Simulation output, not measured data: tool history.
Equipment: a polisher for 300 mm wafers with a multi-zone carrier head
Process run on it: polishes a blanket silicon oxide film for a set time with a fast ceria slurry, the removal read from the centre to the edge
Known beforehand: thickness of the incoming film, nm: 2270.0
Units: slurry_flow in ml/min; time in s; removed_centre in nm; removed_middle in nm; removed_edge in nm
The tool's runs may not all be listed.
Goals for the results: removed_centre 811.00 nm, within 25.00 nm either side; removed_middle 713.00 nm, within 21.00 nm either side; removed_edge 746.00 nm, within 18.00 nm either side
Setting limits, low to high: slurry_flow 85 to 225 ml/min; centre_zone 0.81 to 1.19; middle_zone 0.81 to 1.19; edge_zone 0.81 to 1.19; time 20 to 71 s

run	day	slurry_flow	centre_zone	middle_zone	edge_zone	time	removed_centre	removed_middle	removed_edge
1	0.000	145	1.00	1.00	1.00	45	467.34	461.65	461.41
2	0.367	160	1.04	1.01	1.05	50	541.33	540.38	535.87
3	0.488	190	1.04	1.01	1.05	50	572.49	540.02	553.84
4	0.758	200	1.07	1.01	1.08	53	602.96	578.38	601.81
5	0.896	190	1.07	1.01	1.08	53	604.19	581.46	591.83
6	0.921	155	1.07	1.01	1.08	53	580.40	567.66	571.67
7	1.054	155	1.07	1.01	1.08	53	583.60	549.02	575.40
# day 1.129: worn pad replaced by a new one
8	1.129	170	1.10	1.02	1.09	56	703.90	667.98	687.64
9	1.188	175	1.12	1.02	1.08	56	730.58	676.71	683.33
10	1.433	185	1.13	1.01	1.09	57	761.75	695.97	706.84

Pick the move, out of 4, that brings all results within their allowed miss; only one does.
A	1.679	155	1.07	1.08	1.18	59	?	?	?
B	1.679	155	1.07	1.11	1.05	57	?	?	?
C	1.679	195	1.08	0.97	1.14	60	?	?	?
D	1.679	155	1.12	0.95	1.00	64	?	?	?

move	removed_centre	removed_middle	removed_edge
A	719.42	721.51	740.20
B	695.18	713.73	673.60
C	770.22	697.87	763.04
D	805.23	702.25	740.09
A: brings the result that was furthest off to its target, and leaves another outside
B: its largest miss is bigger than the last run's
C: brings the result that was furthest off to its target, and leaves another outside
D: every result lands within tolerance
Move D is the one to make.
